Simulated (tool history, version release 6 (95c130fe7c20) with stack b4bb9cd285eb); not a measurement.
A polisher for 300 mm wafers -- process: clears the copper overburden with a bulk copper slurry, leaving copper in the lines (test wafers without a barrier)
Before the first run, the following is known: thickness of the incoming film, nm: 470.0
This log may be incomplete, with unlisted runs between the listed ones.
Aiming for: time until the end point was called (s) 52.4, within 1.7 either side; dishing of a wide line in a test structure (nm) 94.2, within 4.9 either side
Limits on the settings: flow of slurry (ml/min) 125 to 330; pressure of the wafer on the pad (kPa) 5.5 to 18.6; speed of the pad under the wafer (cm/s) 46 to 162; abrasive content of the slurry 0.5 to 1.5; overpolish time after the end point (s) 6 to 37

run,hour,flow of slurry (ml/min),pressure of the wafer on the pad (kPa),speed of the pad under the wafer (cm/s),abrasive content of the slurry,overpolish time after the end point (s),time until the end point was called (s),dishing of a wide line in a test structure (nm)
1,0,210,11.7,104,1,19,93.339,55.649
2,3.3,210,11.7,82,1,19,112.48,48.418
3,8.9,215,13.1,86,1,20,98.467,55.389
4,15.2,215,14.5,92,1,20,83.54,62.43
5,16.5,215,15.2,96,1,21,77.887,68.421
6,19.7,215,15.2,96,1,18,78.6,61.76
7,28.4,215,15.9,100,1,19,72.068,67.508
8,30.6,215,16.5,102,1,20,67.158,68.972
9,34.9,220,17.2,104,1,21,65.084,77.097
10,41.2,220,17.2,108,1,21,61.806,78.78
11,44.8,220,17.2,110,1,21,61.274,76.414
12,46.2,220,17.2,112,1,22,61.217,79.339
13,53.7,220,17.2,112,1,22,61.028,79.095
14,54.3,220,17.2,114,1,23,60.534,82.576
15,60.3,220,17.2,114,1,23,60.073,82.94
16,65.5,220,17.2,116,1,23,59.054,82.872
17,74.4,220,17.9,118,1,24,55.886,83.833
18,80,230,17.9,118,1,25,56.3,85.649
19,81.4,225,17.9,118,1,25,57.019,86.217
20,87.7,225,17.9,120,1,25,56.184,87.393

Of the 4 settings listed for the next run, only one would bring every result within its allowed miss of target. Which one?
A,94,220,18.6,132,1.15,26,?,?
B,94,180,18.6,110,1.05,32,?,?
C,94,240,15.9,116,1.25,36,?,?
D,94,240,16.5,140,0.95,31,?,?

move,time until the end point was called (s),dishing of a wide line in a test structure (nm)
A,47.392,92.968
B,57.318,93.395
C,60.24,91.699
D,51.99,92.543
A: pushes the last run's worst result past its target
B: further off than the last run
C: further off than the last run
D: hits every target within its allowed miss
D meets every target.
